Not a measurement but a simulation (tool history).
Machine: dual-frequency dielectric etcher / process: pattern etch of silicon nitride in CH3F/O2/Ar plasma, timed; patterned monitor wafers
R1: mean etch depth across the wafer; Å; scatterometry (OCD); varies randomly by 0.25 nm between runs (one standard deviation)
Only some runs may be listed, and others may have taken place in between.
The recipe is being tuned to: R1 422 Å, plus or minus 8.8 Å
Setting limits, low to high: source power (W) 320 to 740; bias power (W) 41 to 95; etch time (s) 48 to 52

Run 1, day 0: source power (W) 530, bias power (W) 68, etch time (s) 52. Result: R1 382.67 Å.
Run 2, day 0.25: source power (W) 560, bias power (W) 69, etch time (s) 52. Result: R1 395.39 Å.
Run 3, day 0.367: source power (W) 560, bias power (W) 60, etch time (s) 52. Result: R1 382.27 Å.
Run 4, day 0.554: source power (W) 490, bias power (W) 60, etch time (s) 52. Result: R1 359.79 Å.
Run 5, day 0.662: source power (W) 490, bias power (W) 68, etch time (s) 52. Result: R1 377.73 Å.
Run 6, day 0.721: source power (W) 490, bias power (W) 63, etch time (s) 52. Result: R1 367.41 Å.
Run 7, day 1.088: source power (W) 530, bias power (W) 64, etch time (s) 52. Result: R1 384.34 Å.
Run 8, day 1.408: source power (W) 530, bias power (W) 64, etch time (s) 52. Result: R1 379.22 Å.
Run 9, day 1.504: source power (W) 560, bias power (W) 65, etch time (s) 52. Result: R1 389.37 Å.

Of the 4 settings listed for the next run, only one would bring every result within its allowed miss of target. Which one?
Run A, day 1.6: source power (W) 640, bias power (W) 65, etch time (s) 50. Result: R1 ?.
Run B, day 1.6: source power (W) 530, bias power (W) 65, etch time (s) 49. Result: R1 ?.
Run C, day 1.6: source power (W) 590, bias power (W) 58, etch time (s) 50.5. Result: R1 ?.
Run D, day 1.6: source power (W) 550, bias power (W) 90, etch time (s) 52. Result: R1 ?.

move      R1
   A  396.21
   B  360.91
   C  376.24
   D   426.7
A: nearer than the last run, and not there yet
B: misses by more than the last run did
C: misses by more than the last run did
D: every result lands within tolerance
Move D is the one to make.
